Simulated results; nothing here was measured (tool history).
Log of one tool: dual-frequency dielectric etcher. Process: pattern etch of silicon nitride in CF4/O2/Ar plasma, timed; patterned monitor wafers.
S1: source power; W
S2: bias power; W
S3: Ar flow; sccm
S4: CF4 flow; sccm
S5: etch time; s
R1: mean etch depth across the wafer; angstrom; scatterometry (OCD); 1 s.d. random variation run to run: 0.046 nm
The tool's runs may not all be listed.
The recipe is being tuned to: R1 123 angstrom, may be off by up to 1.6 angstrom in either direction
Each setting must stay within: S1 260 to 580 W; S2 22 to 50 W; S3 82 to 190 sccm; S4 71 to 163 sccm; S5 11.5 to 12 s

Run 1, day 0: S1 420 W, S2 36 W, S3 136 sccm, S4 117 sccm, S5 12 s. Result: R1 176.29 angstrom.
Run 2, day 0.067: S1 420 W, S2 41 W, S3 136 sccm, S4 117 sccm, S5 12 s. Result: R1 183.39 angstrom.
Run 3, day 0.096: S1 420 W, S2 41 W, S3 136 sccm, S4 99 sccm, S5 12 s. Result: R1 180.27 angstrom.
Run 4, day 0.192: S1 370 W, S2 41 W, S3 136 sccm, S4 99 sccm, S5 12 s. Result: R1 163.22 angstrom.
Run 5, day 0.225: S1 370 W, S2 41 W, S3 136 sccm, S4 106 sccm, S5 12 s. Result: R1 164.65 angstrom.
Run 6, day 0.358: S1 300 W, S2 41 W, S3 136 sccm, S4 106 sccm, S5 12 s. Result: R1 140.44 angstrom.
At day 0.692: wet clean of the chamber.
Run 7, day 0.692: S1 290 W, S2 40 W, S3 137 sccm, S4 106 sccm, S5 12 s. Result: R1 128.25 angstrom.
Run 8, day 0.908: S1 290 W, S2 40 W, S3 137 sccm, S4 106 sccm, S5 12 s. Result: R1 128.11 angstrom.
Run 9, day 1.092: S1 280 W, S2 40 W, S3 137 sccm, S4 106 sccm, S5 12 s. Result: R1 125.51 angstrom.

4 next moves are on the table. One of them brings every result within its allowed miss. Which?
Run A, day 1.275: S1 260 W, S2 41 W, S3 122 sccm, S4 123 sccm, S5 12 s. Result: R1 ?.
Run B, day 1.275: S1 290 W, S2 38 W, S3 128 sccm, S4 111 sccm, S5 12 s. Result: R1 ?.
Run C, day 1.275: S1 260 W, S2 41 W, S3 151 sccm, S4 117 sccm, S5 12 s. Result: R1 ?.
Run D, day 1.275: S1 310 W, S2 37 W, S3 128 sccm, S4 95 sccm, S5 11.5 s. Result: R1 ?.

move      R1
   A  122.85
   B  127.94
   C  118.86
   D     126
A: in spec on every target
B: the biggest miss grows against the last run
C: moves the result that the last run missed by most past its target, out the other side
D: the biggest miss grows against the last run
Go with A: it meets all targets.
